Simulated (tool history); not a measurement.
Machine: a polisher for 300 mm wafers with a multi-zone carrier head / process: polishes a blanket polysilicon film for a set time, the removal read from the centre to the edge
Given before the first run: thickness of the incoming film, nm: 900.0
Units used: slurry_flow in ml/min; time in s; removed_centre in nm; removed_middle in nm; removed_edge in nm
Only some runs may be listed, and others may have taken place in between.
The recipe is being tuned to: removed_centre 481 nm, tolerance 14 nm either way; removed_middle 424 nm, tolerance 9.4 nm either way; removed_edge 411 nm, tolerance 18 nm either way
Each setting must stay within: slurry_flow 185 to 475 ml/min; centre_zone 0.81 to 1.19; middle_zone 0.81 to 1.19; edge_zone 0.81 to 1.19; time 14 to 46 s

run,hour,slurry_flow,centre_zone,middle_zone,edge_zone,time,removed_centre,removed_middle,removed_edge
1,0,305,1,1,1,30,305.23,306,302.95
2,1.1,305,1.06,1,1,30,320.54,307.71,305.24
3,3.5,330,1.1,1.01,1,32,354,335.84,326.16
4,10.3,330,1.1,1.01,1.06,32,351.87,334.36,336.99
5,14.4,330,1.1,0.98,1.06,32,355.27,323.28,341
6,23.1,280,1.1,0.98,1.06,32,352.27,319.18,332.66
7,31.3,275,1.13,0.99,1.05,34,380.85,341.04,348.65
8,34.2,290,1.15,1,1.04,36,413.88,367.79,365.92
9,40.7,305,1.16,1.01,1.04,37,431.33,374.65,382.45
10,44.4,315,1.17,1.03,1.03,38,442.46,401.5,394.6
11,52.9,355,1.19,1,0.97,40,474.19,411.84,409.81

Which one of the following 4 next-run settings gets every result inside its allowed miss? There is exactly one.
A,61.4,285,1.13,1.12,0.87,41,?,?,?
B,61.4,300,1.08,1.08,0.99,41,?,?,?
C,61.4,400,1.15,0.99,0.94,41,?,?,?
D,61.4,350,1.16,1.13,0.92,39,?,?,?

move,removed_centre,removed_middle,removed_edge
A,458.96,462.52,381.39
B,444.1,450.37,406.53
C,478.06,427.35,403.45
D,453.88,450.13,376.59
A: pushes the last run's worst result past its target
B: pushes the last run's worst result past its target
C: each result inside its tolerance
D: pushes the last run's worst result past its target
So the answer is move C, the one that meets all the targets.
